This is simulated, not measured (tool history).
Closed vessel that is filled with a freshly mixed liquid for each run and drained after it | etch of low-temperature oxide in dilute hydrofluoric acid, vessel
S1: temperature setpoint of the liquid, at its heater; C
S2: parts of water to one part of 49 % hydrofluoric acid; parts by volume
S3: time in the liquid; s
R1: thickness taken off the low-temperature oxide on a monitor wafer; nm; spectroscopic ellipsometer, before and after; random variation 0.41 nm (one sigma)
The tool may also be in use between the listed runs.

run,hour,S1,S2,S3,R1
1,0.0,24.0,80,185,34.973
2,6.8,24.0,100,185,27.038
3,8.6,24.0,125,185,21.291
4,12.8,24.0,125,185,21.284
5,19.3,24.0,125,185,21.208
6,22.8,24.0,100,185,27.410
7,25.7,26.0,95,185,30.938
8,32.5,27.0,90,185,34.459
9,33.6,28.0,90,185,36.762
10,40.5,28.5,90,185,36.837
11,45.3,29.0,90,185,37.537

Forecast run 12:
12,47.3,29.5,90,185,?

R1: 38.710 nm

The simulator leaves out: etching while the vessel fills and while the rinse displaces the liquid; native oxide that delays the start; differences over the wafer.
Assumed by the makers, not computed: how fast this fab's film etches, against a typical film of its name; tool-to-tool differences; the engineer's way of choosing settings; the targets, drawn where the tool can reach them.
